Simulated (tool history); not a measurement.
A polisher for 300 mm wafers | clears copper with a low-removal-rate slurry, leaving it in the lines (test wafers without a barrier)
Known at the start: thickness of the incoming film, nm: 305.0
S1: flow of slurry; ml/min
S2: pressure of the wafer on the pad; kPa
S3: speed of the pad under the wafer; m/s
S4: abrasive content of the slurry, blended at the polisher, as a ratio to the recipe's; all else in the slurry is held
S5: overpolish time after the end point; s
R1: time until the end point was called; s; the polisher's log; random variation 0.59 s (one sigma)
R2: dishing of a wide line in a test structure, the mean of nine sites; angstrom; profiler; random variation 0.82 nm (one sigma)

Run 1, hour 0.0: S1 170 ml/min, S2 20.7 kPa, S3 1.42 m/s, S4 1.0, S5 22 s. Result: R1 82.556 s, R2 443.25 angstrom.
Run 2, hour 1.8: S1 170 ml/min, S2 20.7 kPa, S3 1.42 m/s, S4 1.0, S5 15 s. Result: R1 82.556 s, R2 343.16 angstrom.
Run 3, hour 10.8: S1 170 ml/min, S2 17.9 kPa, S3 1.42 m/s, S4 1.0, S5 15 s. Result: R1 96.563 s, R2 305.39 angstrom.
Run 4, hour 16.1: S1 170 ml/min, S2 13.8 kPa, S3 1.42 m/s, S4 1.0, S5 15 s. Result: R1 122.420 s, R2 248.91 angstrom.
Run 5, hour 20.3: S1 170 ml/min, S2 17.2 kPa, S3 1.42 m/s, S4 1.0, S5 17 s. Result: R1 97.565 s, R2 323.48 angstrom.
Run 6, hour 23.2: S1 170 ml/min, S2 20.0 kPa, S3 1.42 m/s, S4 1.0, S5 19 s. Result: R1 84.172 s, R2 398.06 angstrom.
Run 7, hour 29.6: S1 170 ml/min, S2 22.1 kPa, S3 1.42 m/s, S4 1.0, S5 20 s. Result: R1 77.321 s, R2 431.30 angstrom.
Run 8, hour 30.8: S1 170 ml/min, S2 23.4 kPa, S3 1.42 m/s, S4 1.0, S5 21 s. Result: R1 73.019 s, R2 480.16 angstrom.
Run 9, hour 38.4: S1 170 ml/min, S2 23.4 kPa, S3 1.42 m/s, S4 1.0, S5 21 s. Result: R1 73.558 s, R2 465.58 angstrom.
Run 10, hour 44.7: S1 170 ml/min, S2 24.8 kPa, S3 1.42 m/s, S4 1.0, S5 22 s. Result: R1 68.873 s, R2 507.09 angstrom.
Run 11, hour 49.6: S1 170 ml/min, S2 24.8 kPa, S3 1.42 m/s, S4 1.0, S5 22 s. Result: R1 69.093 s, R2 505.72 angstrom.
Run 12, hour 55.3: S1 175 ml/min, S2 26.2 kPa, S3 1.42 m/s, S4 1.0, S5 23 s. Result: R1 64.834 s, R2 545.61 angstrom.

Run 13 comes next. What will it give?
Run 13, hour 61.6: S1 175 ml/min, S2 26.9 kPa, S3 1.42 m/s, S4 1.0, S5 23 s. Result: R1 ?, R2 ?.

Run 13 gave R1 63.371 s, R2 537.77 angstrom.
